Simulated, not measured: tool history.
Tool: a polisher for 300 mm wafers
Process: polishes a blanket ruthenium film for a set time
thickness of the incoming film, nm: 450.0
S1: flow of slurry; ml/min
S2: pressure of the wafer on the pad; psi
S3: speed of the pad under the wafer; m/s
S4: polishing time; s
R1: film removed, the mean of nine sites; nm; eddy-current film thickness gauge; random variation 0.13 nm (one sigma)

run	hour	S1	S2	S3	S4	R1
1	0	125	1.6	0.86	32	24.893
2	1	125	1.6	0.86	32	24.796
3	2.3	120	1.5	0.86	32	22.924
4	8	120	1.5	0.94	32	24.956
5	13.4	145	1.5	0.94	32	25.735
6	15.4	145	1.4	0.94	32	23.923
7	23.9	145	1.3	0.94	32	22.492
8	31.8	145	1.2	0.94	32	20.846
9	37.6	140	1.1	0.94	32	18.856
10	42.7	135	1.1	0.94	32	18.85
11	43.9	130	1.1	0.94	32	18.672
12	52	125	1.1	0.94	32	18.404
13	57.7	120	1.1	0.94	32	18.387
14	61.1	100	0.9	0.94	32	14.842
15	63.8	100	0.9	0.94	32	14.794

Run 16 comes next. What will it give?
16	64.8	130	1	0.94	32	?

Run 16 gave R1 17.021 nm.

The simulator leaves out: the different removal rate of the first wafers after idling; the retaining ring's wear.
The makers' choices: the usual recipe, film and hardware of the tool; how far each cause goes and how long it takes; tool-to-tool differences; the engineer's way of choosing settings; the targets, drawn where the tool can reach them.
